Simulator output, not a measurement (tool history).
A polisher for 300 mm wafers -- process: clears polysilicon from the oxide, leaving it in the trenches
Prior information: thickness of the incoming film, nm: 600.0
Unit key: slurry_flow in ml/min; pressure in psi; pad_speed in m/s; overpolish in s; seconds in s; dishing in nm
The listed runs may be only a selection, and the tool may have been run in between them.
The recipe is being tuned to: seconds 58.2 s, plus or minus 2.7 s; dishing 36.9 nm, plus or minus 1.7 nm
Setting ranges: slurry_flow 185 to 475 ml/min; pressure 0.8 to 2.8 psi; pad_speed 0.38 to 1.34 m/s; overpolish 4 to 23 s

run 1 day=0 | slurry_flow=305 pressure=1.8 pad_speed=0.86 overpolish=12 | seconds=89.123 dishing=33.216
run 2 day=0.033 | slurry_flow=305 pressure=1.8 pad_speed=0.86 overpolish=7 | seconds=88.56 dishing=27.966
run 3 day=0.262 | slurry_flow=305 pressure=2 pad_speed=0.86 overpolish=9 | seconds=80.833 dishing=31.78
run 4 day=0.608 | slurry_flow=305 pressure=2 pad_speed=0.68 overpolish=9 | seconds=101.48 dishing=28.812
run 5 day=0.888 | slurry_flow=305 pressure=2.3 pad_speed=0.72 overpolish=9 | seconds=84.375 dishing=31.166
run 6 day=1.15 | slurry_flow=305 pressure=2.3 pad_speed=0.86 overpolish=9 | seconds=70.908 dishing=33.265
run 7 day=1.521 | slurry_flow=305 pressure=2.4 pad_speed=0.86 overpolish=9 | seconds=69.534 dishing=33.382
run 8 day=1.604 | slurry_flow=305 pressure=2.5 pad_speed=0.86 overpolish=9 | seconds=68.319 dishing=33.359
run 9 day=1.867 | slurry_flow=305 pressure=2.6 pad_speed=0.88 overpolish=10 | seconds=62.803 dishing=34.834
run 10 day=2.221 | slurry_flow=305 pressure=2.7 pad_speed=0.88 overpolish=10 | seconds=61.772 dishing=35.32

Next run, 4 choices. One meets every target within its allowed miss, the rest don't. Which?
run A day=2.575 | slurry_flow=310 pressure=2.8 pad_speed=0.9 overpolish=13 | seconds=? dishing=?
run B day=2.575 | slurry_flow=270 pressure=2.8 pad_speed=1.04 overpolish=7 | seconds=? dishing=?
run C day=2.575 | slurry_flow=390 pressure=2.3 pad_speed=0.96 overpolish=9 | seconds=? dishing=?
run D day=2.575 | slurry_flow=270 pressure=2.8 pad_speed=1 overpolish=12 | seconds=? dishing=?

move=A seconds=56.987 dishing=36.395
move=B seconds=50.072 dishing=33.718
move=C seconds=62.288 dishing=33.982
move=D seconds=52.023 dishing=36.428
A: every result lands within tolerance
B: moves the result that the last run missed by most past its target, out the other side
C: the biggest miss grows against the last run
D: moves the result that the last run missed by most past its target, out the other side
Move A is the one to make.
